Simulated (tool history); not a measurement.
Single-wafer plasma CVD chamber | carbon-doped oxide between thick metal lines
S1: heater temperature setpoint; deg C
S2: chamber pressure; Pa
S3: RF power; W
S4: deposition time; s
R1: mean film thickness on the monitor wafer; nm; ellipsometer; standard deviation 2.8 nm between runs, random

run,day,S1,S2,S3,S4,R1
1,0,335,784,660,112,678.03
2,0.192,345,784,660,112,664.69
3,0.546,346,767,655,112,659.87
4,0.867,346,753,650,112,651.89
5,1.208,347,740,650,112,644.54
6,1.3,347,740,560,112,585.25
7,1.562,346,752,560,112,584.15

What will run 8 give?
8,1.754,334,872,585,112,?

Run 8 produced R1 634.81 nm.

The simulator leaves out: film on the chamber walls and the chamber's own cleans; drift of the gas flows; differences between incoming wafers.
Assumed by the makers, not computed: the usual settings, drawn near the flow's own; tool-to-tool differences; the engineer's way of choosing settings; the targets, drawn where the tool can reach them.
